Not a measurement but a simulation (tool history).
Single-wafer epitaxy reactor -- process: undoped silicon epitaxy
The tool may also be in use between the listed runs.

run  hour  wafer temperature setpoint (pyrometer-controlled) (K)  deposition time (s)  mean film thickness on the monitor wafer (nm)
  1   0.0                                                 923.15                  264                                         44.769
  2   6.1                                                 923.15                  282                                         47.694
  3   8.3                                                 925.15                  282                                         49.599
  4  10.8                                                 933.15                  282                                         58.620
  5  17.5                                                 934.15                  282                                         59.728
  6  21.7                                                 935.15                  282                                         60.965
  7  28.5                                                 936.15                  282                                         62.224

Expected results for the next run?
  8  33.0                                                 939.15                  282                                              ?

mean film thickness on the monitor wafer (nm): 65.907
